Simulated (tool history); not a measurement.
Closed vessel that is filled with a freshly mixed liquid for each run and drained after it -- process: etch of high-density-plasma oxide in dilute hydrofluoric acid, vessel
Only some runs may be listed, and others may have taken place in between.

| run | hour | temperature setpoint of the liquid (°C) | parts of water to one part of 49 % hydrofluoric acid (parts by volume) | time in the liquid (s) | thickness taken off the high-density-plasma oxide on a monitor wafer (nm) |
|---|---|---|---|---|---|
| 1 | 0.0 | 24.0 | 90 | 40 | 2.3255 |
| 2 | 6.0 | 24.0 | 90 | 35 | 2.0858 |
| 3 | 10.5 | 24.0 | 60 | 35 | 3.1898 |
| 4 | 12.8 | 24.0 | 90 | 35 | 2.0647 |
| 5 | 13.8 | 23.5 | 90 | 35 | 2.0216 |
| 6 | 21.9 | 22.0 | 90 | 35 | 1.9018 |
| 7 | 22.9 | 21.5 | 90 | 35 | 1.8620 |
| 8 | 25.4 | 21.0 | 90 | 35 | 1.8311 |
| 9 | 32.2 | 20.5 | 90 | 35 | 1.7956 |
| 10 | 37.7 | 20.5 | 90 | 35 | 1.7916 |

Expected results for the next run?
| 11 | 46.4 | 20.0 | 90 | 35 | ? |

thickness taken off the high-density-plasma oxide on a monitor wafer (nm): 1.7482

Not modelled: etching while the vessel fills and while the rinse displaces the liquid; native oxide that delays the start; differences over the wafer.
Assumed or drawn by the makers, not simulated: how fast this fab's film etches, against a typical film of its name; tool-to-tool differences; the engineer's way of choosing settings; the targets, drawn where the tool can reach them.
